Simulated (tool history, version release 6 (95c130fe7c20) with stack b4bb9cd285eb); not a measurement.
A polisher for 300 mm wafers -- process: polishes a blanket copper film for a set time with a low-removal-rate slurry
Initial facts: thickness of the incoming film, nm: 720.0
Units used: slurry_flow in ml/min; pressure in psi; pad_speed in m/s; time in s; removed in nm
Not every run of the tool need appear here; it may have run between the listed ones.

run,hour,slurry_flow,pressure,pad_speed,slurry_solids,time,removed
1,0,230,2.9,0.98,1,81,256.65
2,1.7,230,2.9,0.98,1,81,251.09
3,6.1,230,2.9,0.98,1.15,81,262.67
4,10.8,230,3,0.98,1.15,81,268.83
5,15.3,230,2.6,0.98,1.15,81,241.77
6,23,230,2.6,0.98,1,81,231.13
7,25.1,230,2.8,0.98,1,81,245.32
8,28.8,230,3,0.98,1,81,259.76
9,35.6,230,3.2,0.98,1,81,276

The next listed run, before its measurement:
10,39.5,230,3.3,0.98,1,81,?

Run 10 measured removed 280.78 nm.
